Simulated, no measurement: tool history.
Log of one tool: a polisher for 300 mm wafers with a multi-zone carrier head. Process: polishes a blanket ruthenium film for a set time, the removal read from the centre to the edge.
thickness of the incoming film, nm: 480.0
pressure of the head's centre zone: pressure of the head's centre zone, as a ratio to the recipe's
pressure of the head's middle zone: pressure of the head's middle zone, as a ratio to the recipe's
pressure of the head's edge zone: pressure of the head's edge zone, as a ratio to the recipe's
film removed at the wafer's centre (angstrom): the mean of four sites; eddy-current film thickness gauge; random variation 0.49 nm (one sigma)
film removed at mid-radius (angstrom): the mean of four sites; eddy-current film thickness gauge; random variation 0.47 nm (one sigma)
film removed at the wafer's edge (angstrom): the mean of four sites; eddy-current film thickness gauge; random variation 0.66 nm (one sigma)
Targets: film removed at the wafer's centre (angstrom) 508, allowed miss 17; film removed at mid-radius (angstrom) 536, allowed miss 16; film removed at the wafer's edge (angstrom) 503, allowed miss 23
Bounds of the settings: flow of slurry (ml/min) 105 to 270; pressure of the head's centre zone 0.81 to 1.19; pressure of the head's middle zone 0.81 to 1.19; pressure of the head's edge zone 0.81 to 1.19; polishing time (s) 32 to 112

| run | hour | flow of slurry (ml/min) | pressure of the head's centre zone | pressure of the head's middle zone | pressure of the head's edge zone | polishing time (s) | film removed at the wafer's centre (angstrom) | film removed at mid-radius (angstrom) | film removed at the wafer's edge (angstrom) |
|---|---|---|---|---|---|---|---|---|---|
| 1 | 0 | 175 | 1 | 1 | 1 | 72 | 739.9 | 728.09 | 750.87 |
| 2 | 7.5 | 175 | 1 | 1 | 1 | 55 | 567.85 | 563 | 583.32 |
| 3 | 15.3 | 170 | 0.99 | 1 | 0.97 | 54 | 537.11 | 543.84 | 572.61 |
| 4 | 22.3 | 150 | 0.99 | 1 | 0.97 | 54 | 517.96 | 532.58 | 550.11 |
| 5 | 25.5 | 150 | 1 | 1.01 | 0.95 | 54 | 533.5 | 533.73 | 541.96 |
| 6 | 34.1 | 145 | 1 | 1.02 | 0.94 | 54 | 526.21 | 531.24 | 539 |
| 7 | 39.1 | 140 | 1 | 1.03 | 0.93 | 54 | 527.09 | 534.42 | 546.06 |
| 8 | 40.9 | 175 | 0.99 | 1.08 | 0.83 | 48 | 484.47 | 521.06 | 467.85 |
| 9 | 48.4 | 180 | 0.99 | 1.08 | 0.85 | 48 | 486.01 | 520.35 | 477.99 |
| 10 | 50.7 | 185 | 0.99 | 1.08 | 0.86 | 48 | 489.14 | 526.03 | 476 |
|  | 58.5 | edge zone pressure recalibrated |
| 11 | 58.5 | 185 | 0.99 | 1.08 | 0.87 | 48 | 497.57 | 520.13 | 467.13 |
| 12 | 64.2 | 195 | 0.94 | 1.05 | 0.94 | 52 | 509.75 | 566.24 | 542.34 |
| 13 | 67.9 | 190 | 0.95 | 1.05 | 0.93 | 52 | 515.24 | 558.6 | 522.72 |
| 14 | 73.9 | 190 | 0.95 | 1.05 | 0.92 | 52 | 517.55 | 556.96 | 525.83 |
| 15 | 76 | 190 | 0.95 | 1.05 | 0.91 | 52 | 513.15 | 560.12 | 512.1 |
| 16 | 79.7 | 190 | 0.95 | 1.05 | 0.91 | 52 | 514.6 | 550.89 | 514.75 |

4 next moves are on the table. One of them brings every result within its allowed miss. Which?
| A | 83.4 | 190 | 0.93 | 1.08 | 0.86 | 52 | ? | ? | ? |
| B | 83.4 | 155 | 0.97 | 1.03 | 0.88 | 53 | ? | ? | ? |
| C | 83.4 | 185 | 0.93 | 1.09 | 0.98 | 53 | ? | ? | ? |
| D | 83.4 | 225 | 0.92 | 1.11 | 0.93 | 50 | ? | ? | ? |

| move | film removed at the wafer's centre (angstrom) | film removed at mid-radius (angstrom) | film removed at the wafer's edge (angstrom) |
|---|---|---|---|
| A | 490.29 | 574.85 | 512.69 |
| B | 499.49 | 542.09 | 513.43 |
| C | 497.26 | 587.74 | 550.21 |
| D | 479.82 | 580.12 | 518.78 |
A: further off than the last run
B: meets every target
C: further off than the last run
D: further off than the last run
Move B is the one to make.

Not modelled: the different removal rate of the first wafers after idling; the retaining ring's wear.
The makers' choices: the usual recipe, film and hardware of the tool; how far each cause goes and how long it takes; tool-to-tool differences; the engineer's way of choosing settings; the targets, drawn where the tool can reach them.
